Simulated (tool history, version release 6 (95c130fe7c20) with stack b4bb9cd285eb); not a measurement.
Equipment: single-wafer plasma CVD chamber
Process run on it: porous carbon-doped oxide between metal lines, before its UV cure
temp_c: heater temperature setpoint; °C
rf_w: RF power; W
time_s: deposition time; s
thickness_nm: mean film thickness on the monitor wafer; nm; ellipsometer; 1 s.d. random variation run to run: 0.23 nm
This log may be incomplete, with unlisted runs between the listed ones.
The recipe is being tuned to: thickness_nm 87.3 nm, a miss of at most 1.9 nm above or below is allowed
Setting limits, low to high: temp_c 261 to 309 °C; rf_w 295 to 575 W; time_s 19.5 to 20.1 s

run  hour  temp_c  rf_w  time_s  thickness_nm
  1     0     285   435    19.5        95.995
  2   8.2     285   435    20.1        98.497
  3  12.2     288   430    20.1         96.22
  4  17.4     288   430    19.5        93.583
     23.1  -- thermocouple changed; heater temperature recalibrated
  5  23.1     290   430    19.5        94.752
  6  29.7     282   430    19.5         98.89
  7  36.6     284   430    19.5        97.992
  8  45.6     286   430    19.5        96.664
  9  47.4     288   425    19.5        95.572

4 candidate next runs follow, results not yet known. Just one meets every target within its allowed miss. Identify it.
  A  49.2     293   385    19.5             ?
  B  49.2     290   410    19.5             ?
  C  49.2     297   360    19.5             ?
  D  49.2     297   370    19.5             ?

move  thickness_nm
   A        87.471
   B        92.539
   C        82.017
   D        83.506
A: hits every target within its allowed miss
B: an improvement on the last run, though not all results are within tolerance
C: takes the biggest miss from the last run beyond its target
D: takes the biggest miss from the last run beyond its target
The move that meets every target is A.

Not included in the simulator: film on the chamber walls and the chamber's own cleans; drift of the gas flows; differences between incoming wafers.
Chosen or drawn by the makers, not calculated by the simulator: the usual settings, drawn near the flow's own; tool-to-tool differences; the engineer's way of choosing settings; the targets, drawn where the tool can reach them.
